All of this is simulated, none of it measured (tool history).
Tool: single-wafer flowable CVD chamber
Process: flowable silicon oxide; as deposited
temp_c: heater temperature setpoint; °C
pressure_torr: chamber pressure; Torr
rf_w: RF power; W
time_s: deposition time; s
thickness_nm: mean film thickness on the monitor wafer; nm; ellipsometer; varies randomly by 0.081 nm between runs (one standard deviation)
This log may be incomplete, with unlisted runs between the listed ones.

{"run": 1, "hour": 0.0, "temp_c": 110, "pressure_torr": 0.623, "rf_w": 1930, "time_s": 333, "thickness_nm": 102.58}
{"run": 2, "hour": 2.0, "temp_c": 114, "pressure_torr": 0.609, "rf_w": 1930, "time_s": 333, "thickness_nm": 87.904}
{"run": 3, "hour": 3.5, "temp_c": 124, "pressure_torr": 0.609, "rf_w": 1930, "time_s": 333, "thickness_nm": 65.258}
{"run": 4, "hour": 6.1, "temp_c": 126, "pressure_torr": 0.594, "rf_w": 1930, "time_s": 333, "thickness_nm": 60.544}
{"run": 5, "hour": 10.4, "temp_c": 126, "pressure_torr": 0.594, "rf_w": 1930, "time_s": 333, "thickness_nm": 60.599}
{"run": 6, "hour": 11.5, "temp_c": 127, "pressure_torr": 0.578, "rf_w": 1930, "time_s": 333, "thickness_nm": 57.272}
{"run": 7, "hour": 13.8, "temp_c": 127, "pressure_torr": 0.578, "rf_w": 1930, "time_s": 333, "thickness_nm": 57.317}
{"run": 8, "hour": 15.0, "temp_c": 128, "pressure_torr": 0.562, "rf_w": 1930, "time_s": 333, "thickness_nm": 54.32}
{"run": 9, "hour": 20.9, "temp_c": 129, "pressure_torr": 0.547, "rf_w": 1930, "time_s": 333, "thickness_nm": 51.483}

Run 10, settings as shown, results not yet in. Your forecast:
{"run": 10, "hour": 25.3, "temp_c": 130, "pressure_torr": 0.534, "rf_w": 1930, "time_s": 333, "thickness_nm": "?"}

Run 10 gave thickness_nm 49.191 nm.
